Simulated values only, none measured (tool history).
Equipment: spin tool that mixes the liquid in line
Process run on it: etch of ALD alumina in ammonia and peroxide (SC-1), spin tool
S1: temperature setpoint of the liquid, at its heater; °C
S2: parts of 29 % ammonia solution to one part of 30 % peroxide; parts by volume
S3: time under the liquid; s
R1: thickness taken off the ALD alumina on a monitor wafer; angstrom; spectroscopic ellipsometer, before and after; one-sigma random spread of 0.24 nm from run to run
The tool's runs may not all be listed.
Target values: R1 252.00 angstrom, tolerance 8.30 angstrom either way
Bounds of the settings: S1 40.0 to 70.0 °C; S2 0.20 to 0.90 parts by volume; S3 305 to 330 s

| run | hour | S1 | S2 | S3 | R1 |
|---|---|---|---|---|---|
| 1 | 0.0 | 56.0 | 0.50 | 305 | 170.30 |
| 2 | 4.0 | 57.0 | 0.50 | 305 | 180.20 |
| 3 | 5.8 | 57.5 | 0.50 | 305 | 184.38 |
| 4 | 10.6 | 58.0 | 0.50 | 305 | 189.89 |
| 5 | 18.5 | 54.5 | 0.50 | 305 | 158.14 |
| 6 | 21.5 | 55.5 | 0.50 | 305 | 164.96 |
| 7 | 27.6 | 56.5 | 0.50 | 305 | 176.46 |
| 8 | 36.0 | 57.0 | 0.50 | 305 | 180.46 |
| 9 | 37.4 | 57.5 | 0.50 | 305 | 184.45 |
| 10 | 44.0 | 64.5 | 0.50 | 305 | 267.58 |

Below are 5 possible settings for the next run. Only one of them brings all results inside the allowed miss of their targets. Which is it?
| A | 50.6 | 63.5 | 0.35 | 315 | ? |
| B | 50.6 | 66.0 | 0.55 | 305 | ? |
| C | 50.6 | 63.5 | 0.55 | 325 | ? |
| D | 50.6 | 64.0 | 0.55 | 330 | ? |
| E | 50.6 | 64.5 | 0.55 | 330 | ? |

| move | R1 |
|---|---|
| A | 251.11 |
| B | 287.33 |
| C | 270.38 |
| D | 281.50 |
| E | 288.61 |
A: meets every target
B: the biggest miss grows against the last run
C: the biggest miss grows against the last run
D: the biggest miss grows against the last run
E: the biggest miss grows against the last run
Go with A: it meets all targets.
